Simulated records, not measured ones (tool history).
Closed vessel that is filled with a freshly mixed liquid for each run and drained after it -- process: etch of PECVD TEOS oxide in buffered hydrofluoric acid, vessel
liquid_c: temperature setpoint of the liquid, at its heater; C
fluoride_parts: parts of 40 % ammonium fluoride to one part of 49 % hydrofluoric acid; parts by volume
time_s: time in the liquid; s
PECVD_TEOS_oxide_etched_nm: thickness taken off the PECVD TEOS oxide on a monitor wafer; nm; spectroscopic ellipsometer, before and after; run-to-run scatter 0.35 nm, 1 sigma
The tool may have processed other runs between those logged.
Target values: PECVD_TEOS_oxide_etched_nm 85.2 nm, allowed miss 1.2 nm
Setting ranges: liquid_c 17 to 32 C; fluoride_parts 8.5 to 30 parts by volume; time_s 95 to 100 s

{"run": 1, "day": 0.0, "liquid_c": 25, "fluoride_parts": 23.5, "time_s": 95, "PECVD_TEOS_oxide_etched_nm": 77.029}
{"run": 2, "day": 0.288, "liquid_c": 25, "fluoride_parts": 23.5, "time_s": 95, "PECVD_TEOS_oxide_etched_nm": 76.925}
{"run": 3, "day": 0.654, "liquid_c": 22.5, "fluoride_parts": 23.5, "time_s": 95, "PECVD_TEOS_oxide_etched_nm": 67.243}
{"run": 4, "day": 0.779, "liquid_c": 23, "fluoride_parts": 23.5, "time_s": 95, "PECVD_TEOS_oxide_etched_nm": 69.012}
{"day": 0.875, "done": "hydrofluoric acid flow meter replaced"}
{"run": 5, "day": 0.875, "liquid_c": 23, "fluoride_parts": 18.5, "time_s": 95, "PECVD_TEOS_oxide_etched_nm": 78.487}
{"run": 6, "day": 1.138, "liquid_c": 23, "fluoride_parts": 23, "time_s": 95, "PECVD_TEOS_oxide_etched_nm": 66.225}
{"run": 7, "day": 1.288, "liquid_c": 23.5, "fluoride_parts": 23, "time_s": 95, "PECVD_TEOS_oxide_etched_nm": 67.704}
{"run": 8, "day": 1.592, "liquid_c": 24, "fluoride_parts": 23, "time_s": 95, "PECVD_TEOS_oxide_etched_nm": 69.781}
{"run": 9, "day": 1.662, "liquid_c": 24.5, "fluoride_parts": 23, "time_s": 95, "PECVD_TEOS_oxide_etched_nm": 71.905}

Which single option among these 4 for the next run brings every result within its allowed miss of target? Just one does.
{"run": "A", "day": 1.733, "liquid_c": 26, "fluoride_parts": 21, "time_s": 95, "PECVD_TEOS_oxide_etched_nm": "?"}
{"run": "B", "day": 1.733, "liquid_c": 26.5, "fluoride_parts": 24.5, "time_s": 95, "PECVD_TEOS_oxide_etched_nm": "?"}
{"run": "C", "day": 1.733, "liquid_c": 23.5, "fluoride_parts": 17.5, "time_s": 95, "PECVD_TEOS_oxide_etched_nm": "?"}
{"run": "D", "day": 1.733, "liquid_c": 25, "fluoride_parts": 21, "time_s": 100, "PECVD_TEOS_oxide_etched_nm": "?"}

move=A PECVD_TEOS_oxide_etched_nm=82.613
move=B PECVD_TEOS_oxide_etched_nm=76.352
move=C PECVD_TEOS_oxide_etched_nm=85.041
move=D PECVD_TEOS_oxide_etched_nm=82.368
A: better than the last run, though not everything is in spec
B: better than the last run, though not everything is in spec
C: hits every target within its allowed miss
D: better than the last run, though not everything is in spec
Correct choice: C, which meets every target
